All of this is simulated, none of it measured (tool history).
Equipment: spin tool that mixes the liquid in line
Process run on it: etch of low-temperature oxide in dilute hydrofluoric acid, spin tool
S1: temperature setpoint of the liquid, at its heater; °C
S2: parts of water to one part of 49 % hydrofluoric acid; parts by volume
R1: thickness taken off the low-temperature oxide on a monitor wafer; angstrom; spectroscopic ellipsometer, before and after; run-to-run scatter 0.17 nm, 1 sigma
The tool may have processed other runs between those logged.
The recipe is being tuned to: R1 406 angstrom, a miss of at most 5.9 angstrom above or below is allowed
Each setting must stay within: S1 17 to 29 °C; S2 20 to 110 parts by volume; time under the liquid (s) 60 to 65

{"run": 1, "hour": 0.0, "S1": 21, "S2": 60, "time under the liquid (s)": 60, "R1": 179.92}
{"run": 2, "hour": 5.4, "S1": 22.5, "S2": 55, "time under the liquid (s)": 60, "R1": 208.43}
{"run": 3, "hour": 10.9, "S1": 23.5, "S2": 50, "time under the liquid (s)": 60, "R1": 241.99}
{"run": 4, "hour": 17.2, "S1": 23.5, "S2": 35, "time under the liquid (s)": 60, "R1": 355.1}
{"run": 5, "hour": 25.3, "S1": 24, "S2": 35, "time under the liquid (s)": 60, "R1": 360.84}
{"run": 6, "hour": 31.6, "S1": 24, "S2": 35, "time under the liquid (s)": 60, "R1": 358.39}
{"run": 7, "hour": 38.1, "S1": 24.5, "S2": 35, "time under the liquid (s)": 60, "R1": 366.31}
{"run": 8, "hour": 40.1, "S1": 25, "S2": 35, "time under the liquid (s)": 60, "R1": 371.4}
{"run": 9, "hour": 43.2, "S1": 25.5, "S2": 35, "time under the liquid (s)": 60, "R1": 383.41}
{"run": 10, "hour": 50.9, "S1": 25.5, "S2": 35, "time under the liquid (s)": 60, "R1": 382.58}

4 next moves are on the table. One of them brings every result within its allowed miss. Which?
{"run": "A", "hour": 58.6, "S1": 25, "S2": 35, "time under the liquid (s)": 65, "R1": "?"}
{"run": "B", "hour": 58.6, "S1": 25, "S2": 40, "time under the liquid (s)": 65, "R1": "?"}
{"run": "C", "hour": 58.6, "S1": 26.5, "S2": 40, "time under the liquid (s)": 60, "R1": "?"}
{"run": "D", "hour": 58.6, "S1": 28, "S2": 40, "time under the liquid (s)": 60, "R1": "?"}

move=A R1=401.77
move=B R1=349.14
move=C R1=342.69
move=D R1=364.14
A: every result lands within tolerance
B: further off than the last run
C: further off than the last run
D: further off than the last run
Move A is the one to make.
